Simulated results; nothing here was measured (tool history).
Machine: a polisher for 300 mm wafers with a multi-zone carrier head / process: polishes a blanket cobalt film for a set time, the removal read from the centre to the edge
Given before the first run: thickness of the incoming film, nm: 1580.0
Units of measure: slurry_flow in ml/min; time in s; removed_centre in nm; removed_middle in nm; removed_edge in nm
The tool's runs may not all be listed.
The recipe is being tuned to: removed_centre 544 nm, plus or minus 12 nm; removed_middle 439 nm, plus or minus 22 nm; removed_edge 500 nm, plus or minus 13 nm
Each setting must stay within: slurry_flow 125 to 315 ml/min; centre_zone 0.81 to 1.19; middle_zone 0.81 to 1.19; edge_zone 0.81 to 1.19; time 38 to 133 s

run 1 hour=0 | slurry_flow=205 centre_zone=1 middle_zone=1 edge_zone=1 time=85 | removed_centre=440.39 removed_middle=415.53 removed_edge=421.03
run 2 hour=3.6 | slurry_flow=215 centre_zone=1.01 middle_zone=1 edge_zone=1.02 time=86 | removed_centre=453.98 removed_middle=433.03 removed_edge=437.14
run 3 hour=8.7 | slurry_flow=215 centre_zone=1.01 middle_zone=1 edge_zone=0.98 time=86 | removed_centre=461.1 removed_middle=428.49 removed_edge=425.86
run 4 hour=10.3 | slurry_flow=215 centre_zone=1.01 middle_zone=1 edge_zone=0.98 time=77 | removed_centre=405.15 removed_middle=382.14 removed_edge=378.53
run 5 hour=19.2 | slurry_flow=240 centre_zone=1.01 middle_zone=1 edge_zone=0.98 time=77 | removed_centre=419.44 removed_middle=389.86 removed_edge=380.22
run 6 hour=21.6 | slurry_flow=195 centre_zone=1.01 middle_zone=1 edge_zone=0.98 time=77 | removed_centre=403.1 removed_middle=381.55 removed_edge=377.65
run 7 hour=29.8 | slurry_flow=195 centre_zone=1.03 middle_zone=0.99 edge_zone=1 time=79 | removed_centre=417.14 removed_middle=377.17 removed_edge=384.59
run 8 hour=34.7 | slurry_flow=200 centre_zone=1.04 middle_zone=0.99 edge_zone=1.02 time=81 | removed_centre=434.39 removed_middle=395.99 removed_edge=398.64
run 9 hour=36.6 | slurry_flow=205 centre_zone=1.05 middle_zone=0.98 edge_zone=1.04 time=83 | removed_centre=452.21 removed_middle=401.24 removed_edge=417.7
run 10 hour=39.1 | slurry_flow=260 centre_zone=1.15 middle_zone=1.01 edge_zone=1.14 time=87 | removed_centre=528.59 removed_middle=446.51 removed_edge=466.33
run 11 hour=44.3 | slurry_flow=265 centre_zone=1.15 middle_zone=1 edge_zone=1.15 time=87 | removed_centre=543 removed_middle=444.54 removed_edge=470.65
run 12 hour=49.9 | slurry_flow=265 centre_zone=1.14 middle_zone=0.99 edge_zone=1.16 time=87 | removed_centre=532.84 removed_middle=436.92 removed_edge=471.14

Exactly one of the 5 candidate moves below puts every result within its allowed miss. Which one?
run A hour=55.5 | slurry_flow=270 centre_zone=1.1 middle_zone=0.92 edge_zone=1.15 time=92 | removed_centre=? removed_middle=? removed_edge=?
run B hour=55.5 | slurry_flow=240 centre_zone=1.16 middle_zone=1.01 edge_zone=1.18 time=86 | removed_centre=? removed_middle=? removed_edge=?
run C hour=55.5 | slurry_flow=260 centre_zone=1.15 middle_zone=0.97 edge_zone=1.13 time=88 | removed_centre=? removed_middle=? removed_edge=?
run D hour=55.5 | slurry_flow=260 centre_zone=1.06 middle_zone=1.03 edge_zone=1.19 time=95 | removed_centre=? removed_middle=? removed_edge=?
run E hour=55.5 | slurry_flow=290 centre_zone=1.17 middle_zone=1.06 edge_zone=1.06 time=85 | removed_centre=? removed_middle=? removed_edge=?

move=A removed_centre=546.88 removed_middle=440.56 removed_edge=500.26
move=B removed_centre=530.03 removed_middle=438.93 removed_edge=467.95
move=C removed_centre=543.62 removed_middle=438.46 removed_edge=472.56
move=D removed_centre=542.66 removed_middle=498.14 removed_edge=522.85
move=E removed_centre=541.5 removed_middle=462.09 removed_edge=446.31
A: every result within its allowed miss
B: moves away from the targets compared with the last run
C: no nearer and no further than the last run
D: pushes the last run's worst result past its target
E: moves away from the targets compared with the last run
So the answer is move A, the one that meets all the targets.

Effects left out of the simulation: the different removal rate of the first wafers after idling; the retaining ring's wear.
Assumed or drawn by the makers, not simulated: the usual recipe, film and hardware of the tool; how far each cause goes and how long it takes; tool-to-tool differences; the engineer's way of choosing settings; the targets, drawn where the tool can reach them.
